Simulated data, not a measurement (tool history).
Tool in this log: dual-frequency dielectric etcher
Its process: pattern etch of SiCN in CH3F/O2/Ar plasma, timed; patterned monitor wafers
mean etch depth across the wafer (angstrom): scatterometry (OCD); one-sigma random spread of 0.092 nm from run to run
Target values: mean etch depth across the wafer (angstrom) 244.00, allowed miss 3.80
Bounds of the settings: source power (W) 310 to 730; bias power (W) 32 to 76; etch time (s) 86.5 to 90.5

run    day  source power (W)  bias power (W)  etch time (s)  mean etch depth across the wafer (angstrom)
  1  0.000               520              54           86.5                                       321.27
  2  0.142               520              54           86.5                                       319.38
  3  0.171               580              54           86.5                                       334.01
  4  0.254               650              54           86.5                                       350.09
  5  0.288               650              54           86.5                                       351.09
  6  0.512               610              51           86.5                                       332.98
  7  0.700               580              49           86.5                                       322.41
  8  0.921               550              47           86.5                                       312.03
  9  1.208               520              45           86.5                                       300.59
 10  1.417               500              44           86.5                                       295.04
 11  1.783               480              43           86.5                                       286.93
 12  2.000               460              42           86.5                                       282.70
 13  2.233               440              41           86.5                                       273.10

Which of these 4 next moves meets every target?
  A  2.467               500              49           87.5                                            ?
  B  2.467               390              33           87.5                                            ?
  C  2.467               600              32           89.0                                            ?
  D  2.467               400              42           86.5                                            ?

move  mean etch depth across the wafer (angstrom)
   A                                       305.76
   B                                       243.84
   C                                       294.26
   D                                       262.64
A: misses by more than the last run did
B: every result lands within tolerance
C: misses by more than the last run did
D: closer than the last run, but not yet in spec
Answer: B

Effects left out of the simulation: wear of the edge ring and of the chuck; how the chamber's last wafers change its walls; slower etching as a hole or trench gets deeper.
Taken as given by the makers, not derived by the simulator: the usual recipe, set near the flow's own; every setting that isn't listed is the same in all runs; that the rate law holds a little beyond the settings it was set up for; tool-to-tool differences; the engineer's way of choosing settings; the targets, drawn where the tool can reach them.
